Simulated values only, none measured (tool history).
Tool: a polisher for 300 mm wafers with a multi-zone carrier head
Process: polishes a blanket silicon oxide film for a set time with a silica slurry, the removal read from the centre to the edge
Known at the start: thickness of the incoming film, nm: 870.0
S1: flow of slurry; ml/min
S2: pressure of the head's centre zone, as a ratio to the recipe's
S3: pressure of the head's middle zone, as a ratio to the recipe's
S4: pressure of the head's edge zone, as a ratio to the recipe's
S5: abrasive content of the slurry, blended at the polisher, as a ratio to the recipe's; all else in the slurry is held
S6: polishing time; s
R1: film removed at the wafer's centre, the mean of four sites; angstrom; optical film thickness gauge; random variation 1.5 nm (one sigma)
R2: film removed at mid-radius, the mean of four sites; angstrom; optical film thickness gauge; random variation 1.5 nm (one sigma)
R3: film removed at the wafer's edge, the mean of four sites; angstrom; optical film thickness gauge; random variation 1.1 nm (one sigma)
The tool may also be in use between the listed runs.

Run 1, day 0.000: S1 290 ml/min, S2 1.00, S3 1.00, S4 1.00, S5 1.00, S6 61 s. Result: R1 2567.2 angstrom, R2 2582.1 angstrom, R3 2600.3 angstrom.
Run 2, day 0.212: S1 290 ml/min, S2 1.00, S3 0.99, S4 0.98, S5 0.95, S6 60 s. Result: R1 2447.7 angstrom, R2 2436.7 angstrom, R3 2433.3 angstrom.
Run 3, day 0.396: S1 290 ml/min, S2 1.00, S3 0.99, S4 0.98, S5 0.75, S6 60 s. Result: R1 2157.4 angstrom, R2 2117.5 angstrom, R3 2146.2 angstrom.
Run 4, day 0.729: S1 290 ml/min, S2 1.06, S3 0.99, S4 0.98, S5 0.75, S6 60 s. Result: R1 2255.1 angstrom, R2 2125.6 angstrom, R3 2138.8 angstrom.
Run 5, day 0.854: S1 290 ml/min, S2 1.02, S3 0.99, S4 0.98, S5 0.75, S6 60 s. Result: R1 2163.2 angstrom, R2 2176.8 angstrom, R3 2148.3 angstrom.
Run 6, day 0.896: S1 290 ml/min, S2 1.02, S3 0.99, S4 0.98, S5 0.55, S6 60 s. Result: R1 1758.4 angstrom, R2 1743.3 angstrom, R3 1728.1 angstrom.
Run 7, day 1.100: S1 285 ml/min, S2 1.02, S3 0.99, S4 0.97, S5 0.55, S6 60 s. Result: R1 1733.3 angstrom, R2 1762.6 angstrom, R3 1724.4 angstrom.
Run 8, day 1.288: S1 280 ml/min, S2 1.02, S3 0.99, S4 0.96, S5 0.55, S6 60 s. Result: R1 1743.7 angstrom, R2 1713.1 angstrom, R3 1694.9 angstrom.
Run 9, day 1.525: S1 275 ml/min, S2 1.02, S3 0.99, S4 0.96, S5 0.55, S6 60 s. Result: R1 1737.4 angstrom, R2 1722.7 angstrom, R3 1709.4 angstrom.
Run 10, day 1.588: S1 270 ml/min, S2 1.02, S3 0.99, S4 0.96, S5 0.55, S6 60 s. Result: R1 1734.4 angstrom, R2 1730.9 angstrom, R3 1725.3 angstrom.
Run 11, day 1.846: S1 270 ml/min, S2 1.02, S3 0.99, S4 0.95, S5 0.55, S6 60 s. Result: R1 1764.5 angstrom, R2 1718.2 angstrom, R3 1699.8 angstrom.

Run 12 comes next. What will it give?
Run 12, day 1.908: S1 265 ml/min, S2 1.02, S3 0.99, S4 0.95, S5 0.55, S6 60 s. Result: R1 ?, R2 ?, R3 ?.

{"run 12": {"R1": 1756.9, "R2": 1717.9, "R3": 1709.5}}
